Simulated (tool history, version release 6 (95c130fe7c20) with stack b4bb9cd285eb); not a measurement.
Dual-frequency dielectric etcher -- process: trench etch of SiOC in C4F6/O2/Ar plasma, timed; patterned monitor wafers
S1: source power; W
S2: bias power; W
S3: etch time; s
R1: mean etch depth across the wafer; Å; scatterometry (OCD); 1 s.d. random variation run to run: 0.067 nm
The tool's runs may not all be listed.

{"run": 1, "day": 0.0, "S1": 450, "S2": 142, "S3": 12.5, "R1": 251.66}
{"run": 2, "day": 0.317, "S1": 370, "S2": 142, "S3": 12.5, "R1": 236.2}
{"run": 3, "day": 0.529, "S1": 370, "S2": 142, "S3": 11.5, "R1": 216.05}
{"run": 4, "day": 0.671, "S1": 450, "S2": 142, "S3": 11.5, "R1": 230.34}
{"day": 0.971, "done": "wet clean of the chamber"}
{"run": 5, "day": 0.971, "S1": 440, "S2": 141, "S3": 11.5, "R1": 218.48}
{"run": 6, "day": 1.196, "S1": 450, "S2": 141, "S3": 11.5, "R1": 220.24}
{"run": 7, "day": 1.45, "S1": 450, "S2": 142, "S3": 11.5, "R1": 221.48}

What does the tool deliver on the next run?
{"run": 8, "day": 1.762, "S1": 450, "S2": 142, "S3": 11.5, "R1": "?"}

R1: 220.82 Å

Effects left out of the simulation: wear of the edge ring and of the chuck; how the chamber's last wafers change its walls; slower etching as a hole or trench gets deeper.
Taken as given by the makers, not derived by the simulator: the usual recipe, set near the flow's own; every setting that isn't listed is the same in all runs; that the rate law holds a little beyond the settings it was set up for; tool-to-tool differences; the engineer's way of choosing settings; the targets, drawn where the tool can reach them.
